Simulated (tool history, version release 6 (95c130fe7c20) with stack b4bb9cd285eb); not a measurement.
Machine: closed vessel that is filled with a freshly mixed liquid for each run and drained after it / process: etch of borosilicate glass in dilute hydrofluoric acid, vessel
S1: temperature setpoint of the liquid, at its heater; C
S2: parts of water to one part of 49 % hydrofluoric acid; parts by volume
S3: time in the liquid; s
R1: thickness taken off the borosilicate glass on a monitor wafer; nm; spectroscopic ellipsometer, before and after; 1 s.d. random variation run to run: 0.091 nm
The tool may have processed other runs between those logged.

{"run": 1, "hour": 0.0, "S1": 24.0, "S2": 265, "S3": 55, "R1": 5.4315}
{"run": 2, "hour": 8.3, "S1": 26.0, "S2": 235, "S3": 55, "R1": 6.8317}
{"run": 3, "hour": 12.4, "S1": 27.5, "S2": 220, "S3": 55, "R1": 7.8847}
{"run": 4, "hour": 19.2, "S1": 28.5, "S2": 210, "S3": 55, "R1": 8.5499}
{"run": 5, "hour": 25.8, "S1": 29.5, "S2": 200, "S3": 55, "R1": 9.4076}
{"run": 6, "hour": 32.2, "S1": 30.0, "S2": 195, "S3": 55, "R1": 9.8556}
{"run": 7, "hour": 36.1, "S1": 30.0, "S2": 195, "S3": 55, "R1": 10.121}

Estimate the outcome of run 8 from the log above:
{"run": 8, "hour": 40.9, "S1": 30.5, "S2": 195, "S3": 55, "R1": "?"}

Run 8 produced R1 10.0460 nm.
